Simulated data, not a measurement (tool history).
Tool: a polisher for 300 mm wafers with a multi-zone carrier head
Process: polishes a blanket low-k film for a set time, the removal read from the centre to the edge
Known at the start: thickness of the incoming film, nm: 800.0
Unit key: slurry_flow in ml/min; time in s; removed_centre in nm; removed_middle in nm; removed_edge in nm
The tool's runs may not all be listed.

| run | day | slurry_flow | centre_zone | middle_zone | edge_zone | slurry_solids | time | removed_centre | removed_middle | removed_edge |
|---|---|---|---|---|---|---|---|---|---|---|
| 1 | 0 | 130 | 1 | 1 | 1 | 1 | 43 | 20.947 | 20.982 | 21.016 |
| 2 | 0.354 | 130 | 1 | 1 | 1 | 1.2 | 43 | 23.344 | 22.82 | 23.097 |
| 3 | 0.433 | 130 | 1 | 1 | 0.95 | 1.2 | 43 | 22.995 | 23.326 | 22.423 |
| 4 | 0.538 | 130 | 1 | 0.99 | 0.94 | 1.15 | 43 | 22.857 | 22.935 | 21.924 |
| 5 | 0.888 | 130 | 1 | 0.99 | 1.02 | 1.15 | 43 | 22.504 | 22.699 | 23.306 |
| 6 | 1.154 | 130 | 1 | 0.95 | 1.02 | 1.15 | 43 | 22.831 | 22.139 | 23.19 |
| 7 | 1.521 | 125 | 1 | 0.94 | 1.01 | 1.1 | 43 | 21.885 | 21.141 | 22.045 |
| 8 | 1.754 | 125 | 1 | 0.94 | 1.01 | 1.1 | 43 | 22.04 | 21.015 | 22.655 |
| 9 | 1.888 | 125 | 1 | 0.94 | 0.99 | 1.05 | 43 | 21.58 | 20.644 | 21.03 |
| 10 | 2.142 | 125 | 1 | 0.94 | 0.99 | 1.05 | 43 | 21.171 | 20.256 | 21.585 |
| 11 | 2.321 | 125 | 1 | 0.94 | 0.97 | 1 | 43 | 20.92 | 20.285 | 20.811 |
| 12 | 2.396 | 125 | 1 | 0.94 | 0.96 | 0.95 | 43 | 20.381 | 19.402 | 20.362 |
| 13 | 2.5 | 125 | 1 | 0.95 | 0.95 | 0.9 | 43 | 19.805 | 18.952 | 18.954 |
| 14 | 2.571 | 120 | 0.99 | 0.94 | 0.94 | 0.9 | 43 | 19.137 | 18.335 | 18.693 |

Run 15 comes next. What will it give?
| 15 | 2.904 | 115 | 0.98 | 0.94 | 0.93 | 0.9 | 43 | ? | ? | ? |

Run 15 gave removed_centre 18.806 nm, removed_middle 18.109 nm, removed_edge 18.597 nm.
